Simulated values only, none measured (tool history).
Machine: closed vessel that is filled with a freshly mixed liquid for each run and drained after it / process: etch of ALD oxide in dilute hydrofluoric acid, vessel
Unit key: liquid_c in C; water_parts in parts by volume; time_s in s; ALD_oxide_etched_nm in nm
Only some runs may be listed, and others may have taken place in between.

run    day  liquid_c  water_parts  time_s  ALD_oxide_etched_nm
  1      0        24          100     685                98.34
  2  0.062        24          100     685               96.994
  3  0.221      23.5          100     685               94.719
  4  0.508      23.5          100     740               103.67
  5  0.862        23          100     740               101.27
  6  0.925      22.5          100     740               100.01
  7   1.05        22          100     740               97.317
  8  1.233      21.5          100     740               95.528

What does the tool deliver on the next run?
  9  1.296        21          100     740                    ?

ALD_oxide_etched_nm: 92.579 nm
